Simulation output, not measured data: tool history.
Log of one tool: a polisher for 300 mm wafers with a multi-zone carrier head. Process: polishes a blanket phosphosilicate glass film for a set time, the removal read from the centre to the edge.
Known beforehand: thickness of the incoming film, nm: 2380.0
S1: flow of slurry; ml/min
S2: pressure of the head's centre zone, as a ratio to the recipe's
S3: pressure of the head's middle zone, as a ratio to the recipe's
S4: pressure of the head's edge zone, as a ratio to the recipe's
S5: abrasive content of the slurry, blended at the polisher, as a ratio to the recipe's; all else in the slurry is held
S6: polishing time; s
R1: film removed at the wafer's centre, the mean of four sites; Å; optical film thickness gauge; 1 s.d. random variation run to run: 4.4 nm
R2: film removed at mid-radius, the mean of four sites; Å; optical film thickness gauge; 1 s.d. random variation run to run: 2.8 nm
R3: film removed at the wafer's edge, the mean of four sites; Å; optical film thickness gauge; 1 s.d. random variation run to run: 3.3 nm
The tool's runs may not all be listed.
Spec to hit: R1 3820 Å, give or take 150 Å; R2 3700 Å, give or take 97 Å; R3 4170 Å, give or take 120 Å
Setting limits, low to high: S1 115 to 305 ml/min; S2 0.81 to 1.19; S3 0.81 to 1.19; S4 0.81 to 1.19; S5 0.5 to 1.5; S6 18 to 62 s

{"run": 1, "day": 0.0, "S1": 195, "S2": 1, "S3": 1, "S4": 1, "S5": 1, "S6": 40, "R1": 2617.6, "R2": 2612.6, "R3": 2568.5}
{"run": 2, "day": 0.238, "S1": 195, "S2": 1, "S3": 1, "S4": 1, "S5": 1, "S6": 45, "R1": 2932.8, "R2": 2970, "R3": 2885.7}
{"run": 3, "day": 0.438, "S1": 195, "S2": 0.94, "S3": 1, "S4": 1, "S5": 1, "S6": 45, "R1": 2735.5, "R2": 2981.1, "R3": 2849}
{"run": 4, "day": 0.579, "S1": 195, "S2": 0.88, "S3": 1, "S4": 1, "S5": 1, "S6": 45, "R1": 2549.6, "R2": 2943, "R3": 2866.8}
{"run": 5, "day": 0.921, "S1": 195, "S2": 0.88, "S3": 1, "S4": 1, "S5": 1, "S6": 51, "R1": 2959.8, "R2": 3383.2, "R3": 3259}
{"run": 6, "day": 1.2, "S1": 195, "S2": 0.88, "S3": 1, "S4": 1.08, "S5": 1, "S6": 51, "R1": 2962.5, "R2": 3373.2, "R3": 3356.4}
{"run": 7, "day": 1.421, "S1": 210, "S2": 0.9, "S3": 0.97, "S4": 1.12, "S5": 1.1, "S6": 51, "R1": 3168.5, "R2": 3485.9, "R3": 3648.5}
{"run": 8, "day": 1.658, "S1": 230, "S2": 0.93, "S3": 0.95, "S4": 1.14, "S5": 1.15, "S6": 51, "R1": 3387.9, "R2": 3489.2, "R3": 3755.5}
{"run": 9, "day": 2.025, "S1": 230, "S2": 0.94, "S3": 0.94, "S4": 1.15, "S5": 1.2, "S6": 51, "R1": 3555.4, "R2": 3492, "R3": 3855.3}
{"run": 10, "day": 2.292, "S1": 235, "S2": 0.94, "S3": 0.94, "S4": 1.16, "S5": 1.25, "S6": 51, "R1": 3573.6, "R2": 3627.1, "R3": 3968}
{"run": 11, "day": 2.383, "S1": 240, "S2": 0.95, "S3": 0.93, "S4": 1.17, "S5": 1.25, "S6": 51, "R1": 3631.2, "R2": 3606, "R3": 3951}

Consider the 4 candidate settings below. Which is the only one whose results all fall within their allowed miss of target?
{"run": "A", "day": 2.475, "S1": 235, "S2": 0.86, "S3": 0.91, "S4": 1.19, "S5": 1.3, "S6": 50, "R1": "?", "R2": "?", "R3": "?"}
{"run": "B", "day": 2.475, "S1": 260, "S2": 1.09, "S3": 0.99, "S4": 1.1, "S5": 1.25, "S6": 48, "R1": "?", "R2": "?", "R3": "?"}
{"run": "C", "day": 2.475, "S1": 305, "S2": 0.95, "S3": 0.89, "S4": 1.16, "S5": 1.35, "S6": 51, "R1": "?", "R2": "?", "R3": "?"}
{"run": "D", "day": 2.475, "S1": 235, "S2": 1.04, "S3": 0.98, "S4": 1, "S5": 1.25, "S6": 49, "R1": "?", "R2": "?", "R3": "?"}

move=A R1=3238 R2=3526.3 R3=3942.1
move=B R1=3921.5 R2=3610.3 R3=3617.7
move=C R1=3821 R2=3687.8 R3=4124.5
move=D R1=3770.6 R2=3612.8 R3=3511.9
A: misses by more than the last run did
B: misses by more than the last run did
C: in spec on every target
D: misses by more than the last run did
C meets every target.
